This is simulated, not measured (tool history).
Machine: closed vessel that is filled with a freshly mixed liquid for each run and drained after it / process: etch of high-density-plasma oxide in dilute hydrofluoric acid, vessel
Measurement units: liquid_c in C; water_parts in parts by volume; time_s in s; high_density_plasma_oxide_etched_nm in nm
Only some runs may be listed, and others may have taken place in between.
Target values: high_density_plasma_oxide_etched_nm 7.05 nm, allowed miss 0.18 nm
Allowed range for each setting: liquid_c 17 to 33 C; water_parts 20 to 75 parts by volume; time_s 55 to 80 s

run  hour  liquid_c  water_parts  time_s  high_density_plasma_oxide_etched_nm
  1     0        25           45      80                               11.751
  2   2.2        25           40      80                               13.334
  3   6.7        24           40      80                                12.72
  4   7.8        24           55      80                               9.1664
  5   8.7        24           55      55                               6.3055
  6  15.5      24.5           55      55                               6.4506
  7  19.3        25           55      55                               6.5295
  8  20.8        25           55      65                               7.7756
  9  27.5        24           55      65                               7.4427

Pick the move, out of 4, that brings all results within their allowed miss; only one does.
  A  34.2      22.5           55      70                                    ?
  B  34.2      24.5           50      55                                    ?
  C  34.2        23           50      65                                    ?
  D  34.2      23.5           65      70                                    ?

move  high_density_plasma_oxide_etched_nm
   A                               7.4988
   B                               7.0844
   C                               7.8703
   D                               6.5279
A: misses by more than the last run did
B: every result lands within tolerance
C: misses by more than the last run did
D: takes the biggest miss from the last run beyond its target
Correct choice: B, which meets every target
